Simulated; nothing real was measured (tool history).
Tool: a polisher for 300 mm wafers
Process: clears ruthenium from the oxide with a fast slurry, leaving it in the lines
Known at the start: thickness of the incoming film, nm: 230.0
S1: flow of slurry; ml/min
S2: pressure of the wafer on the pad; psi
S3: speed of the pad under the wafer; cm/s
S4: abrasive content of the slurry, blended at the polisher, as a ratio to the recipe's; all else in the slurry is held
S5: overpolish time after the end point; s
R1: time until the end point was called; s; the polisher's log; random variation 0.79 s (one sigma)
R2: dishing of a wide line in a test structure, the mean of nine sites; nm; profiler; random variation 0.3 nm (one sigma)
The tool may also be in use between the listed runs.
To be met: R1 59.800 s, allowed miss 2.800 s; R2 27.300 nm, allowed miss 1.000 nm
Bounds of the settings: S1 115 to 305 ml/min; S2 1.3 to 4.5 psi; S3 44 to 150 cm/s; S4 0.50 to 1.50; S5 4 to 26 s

| run | hour | S1 | S2 | S3 | S4 | S5 | R1 | R2 |
|---|---|---|---|---|---|---|---|---|
| 1 | 0.0 | 195 | 2.9 | 96 | 1.00 | 13 | 50.422 | 42.456 |
| 2 | 7.0 | 195 | 3.5 | 96 | 1.00 | 13 | 42.195 | 49.196 |
| 3 | 14.1 | 220 | 3.5 | 96 | 1.00 | 13 | 41.566 | 50.703 |
| 4 | 21.8 | 220 | 3.5 | 116 | 1.00 | 13 | 33.674 | 57.199 |
| 5 | 28.4 | 220 | 3.5 | 92 | 1.00 | 13 | 42.535 | 49.004 |
| 6 | 33.4 | 220 | 3.5 | 84 | 1.00 | 13 | 46.275 | 44.785 |
| 7 | 41.4 | 245 | 2.7 | 80 | 1.05 | 7 | 62.152 | 21.499 |
| 8 | 49.0 | 235 | 2.8 | 80 | 1.05 | 8 | 59.087 | 24.784 |
| 9 | 50.3 | 230 | 2.8 | 80 | 1.05 | 8 | 61.052 | 24.928 |
| 10 | 59.3 | 220 | 2.8 | 80 | 1.05 | 8 | 59.856 | 25.107 |
| 11 | 60.1 | 210 | 2.8 | 80 | 1.05 | 8 | 60.988 | 24.427 |

Which of these 4 next moves meets every target?
| A | 60.9 | 195 | 2.9 | 84 | 0.95 | 8 | ? | ? |
| B | 60.9 | 280 | 3.1 | 68 | 1.05 | 9 | ? | ? |
| C | 60.9 | 190 | 3.2 | 68 | 0.95 | 10 | ? | ? |
| D | 60.9 | 200 | 2.7 | 88 | 0.95 | 7 | ? | ? |

| move | R1 | R2 |
|---|---|---|
| A | 58.923 | 25.272 |
| B | 61.332 | 27.067 |
| C | 65.936 | 27.861 |
| D | 60.099 | 22.032 |
A: nearer than the last run, and not there yet
B: meets every target
C: brings the result that was furthest off to its target, and leaves another outside
D: further off than the last run
Answer: B
